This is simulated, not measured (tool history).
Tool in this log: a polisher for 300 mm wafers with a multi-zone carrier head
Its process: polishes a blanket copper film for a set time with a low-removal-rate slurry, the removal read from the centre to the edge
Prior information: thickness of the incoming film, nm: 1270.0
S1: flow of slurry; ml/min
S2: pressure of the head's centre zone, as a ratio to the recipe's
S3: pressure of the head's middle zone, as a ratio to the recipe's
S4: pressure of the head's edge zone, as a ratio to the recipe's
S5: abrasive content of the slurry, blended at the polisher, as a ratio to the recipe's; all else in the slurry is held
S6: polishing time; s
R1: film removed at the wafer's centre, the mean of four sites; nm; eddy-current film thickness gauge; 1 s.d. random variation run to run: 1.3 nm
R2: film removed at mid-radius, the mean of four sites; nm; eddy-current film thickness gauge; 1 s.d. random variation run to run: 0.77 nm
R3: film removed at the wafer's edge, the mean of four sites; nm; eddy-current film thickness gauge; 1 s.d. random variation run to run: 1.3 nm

| run | hour | S1 | S2 | S3 | S4 | S5 | S6 | R1 | R2 | R3 |
|---|---|---|---|---|---|---|---|---|---|---|
| 1 | 0.0 | 155 | 1.00 | 1.00 | 1.00 | 1.00 | 33 | 71.858 | 72.468 | 72.746 |
| 2 | 5.0 | 155 | 1.00 | 1.00 | 1.00 | 1.10 | 33 | 71.825 | 73.302 | 72.385 |
| 3 | 11.3 | 175 | 1.00 | 1.00 | 1.00 | 1.10 | 33 | 74.743 | 75.952 | 72.594 |
| 4 | 15.2 | 175 | 1.00 | 1.00 | 1.00 | 1.30 | 33 | 76.048 | 77.795 | 77.316 |
| 5 | 19.1 | 175 | 0.96 | 1.00 | 1.00 | 1.30 | 33 | 71.788 | 77.706 | 78.096 |
| 6 | 25.0 | 175 | 0.96 | 1.03 | 1.00 | 1.30 | 33 | 75.999 | 78.370 | 76.236 |
| 7 | 29.5 | 175 | 0.98 | 1.02 | 1.02 | 1.35 | 33 | 77.017 | 79.916 | 78.529 |
| 8 | 31.7 | 175 | 0.99 | 1.01 | 1.04 | 1.35 | 33 | 75.390 | 79.866 | 80.973 |
| 9 | 34.5 | 175 | 0.99 | 1.01 | 1.04 | 1.35 | 33 | 78.410 | 78.921 | 77.706 |
| 10 | 42.4 | 175 | 0.99 | 0.99 | 1.05 | 1.35 | 34 | 79.453 | 80.415 | 79.624 |
| 11 | 51.2 | 165 | 0.99 | 0.97 | 1.05 | 1.35 | 35 | 81.059 | 80.057 | 84.504 |
| 12 | 55.6 | 160 | 0.98 | 0.96 | 1.06 | 1.45 | 36 | 80.206 | 82.734 | 85.440 |
| 13 | 58.3 | 165 | 0.98 | 0.95 | 1.07 | 1.45 | 36 | 83.186 | 82.007 | 87.772 |
| 14 | 64.8 | 165 | 0.98 | 0.95 | 1.08 | 1.45 | 36 | 84.040 | 82.962 | 85.329 |
| 15 | 71.7 | 160 | 0.99 | 0.94 | 1.07 | 1.45 | 37 | 85.962 | 82.983 | 88.711 |
| 16 | 78.8 | 160 | 0.98 | 0.93 | 1.07 | 1.45 | 37 | 87.111 | 82.536 | 89.451 |

Run 17, settings as shown, results not yet in. Your forecast:
| 17 | 82.8 | 160 | 0.97 | 0.93 | 1.07 | 1.45 | 37 | ? | ? | ? |

R1: 86.005 nm
R2: 82.271 nm
R3: 89.095 nm
